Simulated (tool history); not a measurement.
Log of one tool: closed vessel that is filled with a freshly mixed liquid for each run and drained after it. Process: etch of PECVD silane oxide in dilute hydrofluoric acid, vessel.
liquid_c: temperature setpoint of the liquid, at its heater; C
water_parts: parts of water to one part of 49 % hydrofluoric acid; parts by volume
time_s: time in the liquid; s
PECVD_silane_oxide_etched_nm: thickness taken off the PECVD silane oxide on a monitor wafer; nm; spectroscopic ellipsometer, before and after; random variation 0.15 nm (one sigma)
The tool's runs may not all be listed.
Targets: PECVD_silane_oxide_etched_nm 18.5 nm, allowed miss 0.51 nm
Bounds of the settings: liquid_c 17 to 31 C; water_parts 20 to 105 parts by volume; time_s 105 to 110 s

run,day,liquid_c,water_parts,time_s,PECVD_silane_oxide_etched_nm
1,0,23,55,105,32.047
2,0.15,20,55,105,28.113
3,0.338,19.5,60,105,25.537
4,0.496,18,60,105,23.908
5,0.662,17.5,65,105,21.765
6,1,17.5,85,105,15.806
7,1.042,18.5,85,105,16.598
8,1.117,19,85,105,16.937

4 next moves are on the table. One of them brings every result within its allowed miss. Which?
A,1.192,19.5,80,110,?
B,1.192,18,80,110,?
C,1.192,19.5,100,105,?
D,1.192,18,85,105,?

move,PECVD_silane_oxide_etched_nm
A,19.414
B,18.227
C,14.496
D,16.285
A: takes the result that was furthest off past its target
B: meets every target
C: further off than the last run
D: further off than the last run
Move B is the one to make.
